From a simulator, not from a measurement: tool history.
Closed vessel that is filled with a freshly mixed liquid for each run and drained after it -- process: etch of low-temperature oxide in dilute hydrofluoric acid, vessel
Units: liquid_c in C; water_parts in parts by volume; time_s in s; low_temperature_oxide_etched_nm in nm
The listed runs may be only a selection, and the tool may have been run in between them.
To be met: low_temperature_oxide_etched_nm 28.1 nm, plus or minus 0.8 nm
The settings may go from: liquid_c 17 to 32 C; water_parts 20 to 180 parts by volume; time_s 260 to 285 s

| run | hour | liquid_c | water_parts | time_s | low_temperature_oxide_etched_nm |
|---|---|---|---|---|---|
| 1 | 0 | 24 | 100 | 260 | 53.93 |
| 2 | 1.1 | 22.5 | 105 | 260 | 48.408 |
| 3 | 7 | 22.5 | 105 | 285 | 52.789 |
| 4 | 8.8 | 21.5 | 110 | 285 | 48.484 |
| 5 | 17.2 | 20.5 | 115 | 285 | 44.554 |
| 6 | 21.7 | 20.5 | 100 | 285 | 51.059 |
| 7 | 24.7 | 20 | 110 | 285 | 45.721 |
| 8 | 28.5 | 19.5 | 115 | 285 | 42.676 |

Which one of the following 4 next-run settings gets every result inside its allowed miss? There is exactly one.
| A | 32.3 | 20.5 | 100 | 275 | ? |
| B | 32.3 | 20.5 | 90 | 285 | ? |
| C | 32.3 | 17.5 | 150 | 280 | ? |
| D | 32.3 | 18.5 | 75 | 285 | ? |

| move | low_temperature_oxide_etched_nm |
|---|---|
| A | 50.126 |
| B | 58.381 |
| C | 28.56 |
| D | 65.554 |
A: moves away from the targets compared with the last run
B: moves away from the targets compared with the last run
C: in spec on every target
D: moves away from the targets compared with the last run
The move that meets every target is C.
